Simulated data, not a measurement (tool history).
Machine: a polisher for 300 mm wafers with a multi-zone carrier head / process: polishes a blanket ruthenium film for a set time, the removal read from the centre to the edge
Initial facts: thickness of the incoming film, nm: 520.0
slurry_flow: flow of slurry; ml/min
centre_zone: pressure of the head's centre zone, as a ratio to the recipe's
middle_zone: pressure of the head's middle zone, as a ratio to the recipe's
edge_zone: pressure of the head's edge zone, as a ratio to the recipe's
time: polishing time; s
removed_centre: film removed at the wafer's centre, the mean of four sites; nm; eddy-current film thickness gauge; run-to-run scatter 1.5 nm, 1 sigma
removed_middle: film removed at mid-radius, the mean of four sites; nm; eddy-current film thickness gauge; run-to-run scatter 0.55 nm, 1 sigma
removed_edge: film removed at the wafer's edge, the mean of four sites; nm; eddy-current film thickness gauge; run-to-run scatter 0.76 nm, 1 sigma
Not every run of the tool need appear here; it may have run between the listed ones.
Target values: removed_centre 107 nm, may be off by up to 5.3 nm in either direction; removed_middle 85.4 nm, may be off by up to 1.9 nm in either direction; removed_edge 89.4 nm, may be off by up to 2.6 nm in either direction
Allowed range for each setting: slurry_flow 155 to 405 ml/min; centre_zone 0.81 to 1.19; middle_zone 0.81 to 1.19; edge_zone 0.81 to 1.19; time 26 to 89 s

run,hour,slurry_flow,centre_zone,middle_zone,edge_zone,time,removed_centre,removed_middle,removed_edge
1,0,260,1,1,1,57,61.22,62.071,62.473
2,8.3,310,1,1,1,57,62.788,63.989,62.707
3,13.7,305,1.04,0.99,1.01,61,70.692,67.583,67.795
4,18.3,305,1.04,0.99,1.01,74,82.003,82.6,82.638
5,25.6,320,1.07,0.98,1.02,75,88.009,82.046,84.368
6,32.1,320,1.1,0.98,1.02,75,91.611,82.135,84.287
7,36.4,325,1.12,0.98,1.03,75,93.172,81.718,84.785
8,44.6,335,1.13,0.98,1.03,76,95.497,84.435,86.146
# hour 45.8: slurry nozzle cleaned
9,45.8,340,1.14,0.97,1.03,77,99.827,85.843,89.005

Consider the 5 candidate settings below. Which is the only one whose results all fall within their allowed miss of target?
A,47,225,1.02,0.91,1.03,82,?,?,?
B,47,360,1.16,0.98,1.06,78,?,?,?
C,47,340,1.1,0.92,1.03,78,?,?,?
D,47,335,1.19,0.95,1.02,78,?,?,?
E,47,335,1.1,0.98,1.01,77,?,?,?

move,removed_centre,removed_middle,removed_edge
A,89.26,82.691,91.087
B,102.48,88.137,91.317
C,96.577,83.21,89.804
D,104.4,85.316,89.263
E,95.238,86.492,87.677
A: misses by more than the last run did
B: corrects the largest miss of the last run, while another result sits out of spec
C: misses by more than the last run did
D: every result lands within tolerance
E: misses by more than the last run did
Go with D: it meets all targets.
